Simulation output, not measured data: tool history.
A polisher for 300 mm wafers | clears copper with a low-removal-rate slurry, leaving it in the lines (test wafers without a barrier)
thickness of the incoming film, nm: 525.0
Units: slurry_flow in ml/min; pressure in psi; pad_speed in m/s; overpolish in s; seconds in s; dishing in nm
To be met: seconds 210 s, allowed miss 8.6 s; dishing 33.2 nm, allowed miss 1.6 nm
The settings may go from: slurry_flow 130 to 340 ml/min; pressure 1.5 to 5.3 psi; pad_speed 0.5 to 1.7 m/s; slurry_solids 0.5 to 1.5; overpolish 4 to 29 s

run 1 hour=0 | slurry_flow=220 pressure=3.4 pad_speed=1.1 slurry_solids=1 overpolish=15 | seconds=169.95 dishing=36.194
run 2 hour=8.8 | slurry_flow=220 pressure=3.4 pad_speed=1.2 slurry_solids=1 overpolish=15 | seconds=155.91 dishing=38.308
run 3 hour=13.9 | slurry_flow=220 pressure=3.1 pad_speed=1.2 slurry_solids=1 overpolish=16 | seconds=167.92 dishing=37.368
run 4 hour=17.5 | slurry_flow=220 pressure=3.1 pad_speed=1.2 slurry_solids=0.9 overpolish=16 | seconds=172.98 dishing=36.038
run 5 hour=25.6 | slurry_flow=220 pressure=3.1 pad_speed=1.34 slurry_solids=0.9 overpolish=16 | seconds=155.82 dishing=39.85
run 6 hour=27.7 | slurry_flow=220 pressure=3.7 pad_speed=1.34 slurry_solids=0.9 overpolish=16 | seconds=129.08 dishing=46.875
run 7 hour=30.6 | slurry_flow=210 pressure=2.7 pad_speed=1.32 slurry_solids=0.9 overpolish=18 | seconds=178.44 dishing=37.616
run 8 hour=39 | slurry_flow=205 pressure=2.6 pad_speed=1.32 slurry_solids=0.9 overpolish=18 | seconds=191.59 dishing=37.032
run 9 hour=40 | slurry_flow=195 pressure=2.6 pad_speed=1.32 slurry_solids=0.9 overpolish=18 | seconds=189.18 dishing=36.755
run 10 hour=47.4 | slurry_flow=190 pressure=2.5 pad_speed=1.32 slurry_solids=0.9 overpolish=18 | seconds=193.76 dishing=35.619

Which of these 5 next moves meets every target?
run A hour=54.8 | slurry_flow=190 pressure=2.3 pad_speed=1.3 slurry_solids=0.95 overpolish=18 | seconds=? dishing=?
run B hour=54.8 | slurry_flow=205 pressure=2.2 pad_speed=1.38 slurry_solids=1.05 overpolish=20 | seconds=? dishing=?
run C hour=54.8 | slurry_flow=240 pressure=2.9 pad_speed=1.42 slurry_solids=0.6 overpolish=15 | seconds=? dishing=?
run D hour=54.8 | slurry_flow=180 pressure=2.6 pad_speed=1.36 slurry_solids=1.05 overpolish=17 | seconds=? dishing=?
run E hour=54.8 | slurry_flow=150 pressure=3.4 pad_speed=1.18 slurry_solids=0.8 overpolish=17 | seconds=? dishing=?

move=A seconds=212.23 dishing=33.16
move=B seconds=201.79 dishing=37.806
move=C seconds=167.71 dishing=35.152
move=D seconds=177.98 dishing=37.005
move=E seconds=173.77 dishing=38.307
A: meets every target
B: brings the result that was furthest off to its target, and leaves another outside
C: further off than the last run
D: further off than the last run
E: further off than the last run
Answer: A

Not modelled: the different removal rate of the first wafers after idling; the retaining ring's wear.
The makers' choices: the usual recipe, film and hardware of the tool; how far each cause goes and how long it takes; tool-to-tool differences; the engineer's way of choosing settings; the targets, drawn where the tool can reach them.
